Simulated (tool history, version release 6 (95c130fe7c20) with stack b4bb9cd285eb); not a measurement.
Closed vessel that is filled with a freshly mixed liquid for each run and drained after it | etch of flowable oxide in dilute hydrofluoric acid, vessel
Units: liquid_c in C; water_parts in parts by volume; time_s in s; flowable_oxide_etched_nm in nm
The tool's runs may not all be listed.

run    day  liquid_c  water_parts  time_s  flowable_oxide_etched_nm
  1  0.000      23.0          235     250                    32.167
  2  0.075      22.0          235     250                    31.327
  3  0.104      21.0          235     250                    29.545
  4  0.262      21.0          315     250                    20.802
  5  0.592      22.0          315     250                    21.471
  6  0.838      23.0          315     250                    22.336

Run 7 comes next. What will it give?
  7  1.008      23.5          315     250                         ?

{"run 7": {"flowable_oxide_etched_nm": 22.672}}

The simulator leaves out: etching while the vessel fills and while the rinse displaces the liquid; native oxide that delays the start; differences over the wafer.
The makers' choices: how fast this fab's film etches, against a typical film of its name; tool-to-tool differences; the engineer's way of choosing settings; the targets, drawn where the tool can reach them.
